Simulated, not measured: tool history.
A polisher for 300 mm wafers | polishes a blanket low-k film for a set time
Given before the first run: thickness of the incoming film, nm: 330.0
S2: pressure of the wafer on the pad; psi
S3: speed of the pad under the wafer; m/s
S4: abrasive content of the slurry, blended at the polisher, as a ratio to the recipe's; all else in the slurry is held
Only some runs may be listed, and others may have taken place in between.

Run 1, hour 0: flow of slurry (ml/min) 285, S2 2.1 psi, S3 0.82 m/s, S4 1, polishing time (s) 25. Result: film removed (Å) 109.82.
Run 2, hour 5.3: flow of slurry (ml/min) 285, S2 2.1 psi, S3 0.82 m/s, S4 0.9, polishing time (s) 25. Result: film removed (Å) 105.31.
Run 3, hour 11.9: flow of slurry (ml/min) 285, S2 1.9 psi, S3 0.82 m/s, S4 0.9, polishing time (s) 25. Result: film removed (Å) 94.901.
Run 4, hour 15.5: flow of slurry (ml/min) 285, S2 1.7 psi, S3 0.82 m/s, S4 0.9, polishing time (s) 25. Result: film removed (Å) 85.385.
Run 5, hour 22.9: flow of slurry (ml/min) 285, S2 1.7 psi, S3 0.9 m/s, S4 0.9, polishing time (s) 25. Result: film removed (Å) 92.506.
Run 6, hour 24: flow of slurry (ml/min) 285, S2 1.7 psi, S3 0.9 m/s, S4 1.1, polishing time (s) 25. Result: film removed (Å) 100.23.
Run 7, hour 26.8: flow of slurry (ml/min) 285, S2 1.6 psi, S3 0.88 m/s, S4 1.1, polishing time (s) 25. Result: film removed (Å) 91.898.

Run 8 comes next. What will it give?
Run 8, hour 31.7: flow of slurry (ml/min) 285, S2 1.5 psi, S3 0.86 m/s, S4 1.1, polishing time (s) 25. Result: film removed (Å) ?.

film removed (Å): 85.726
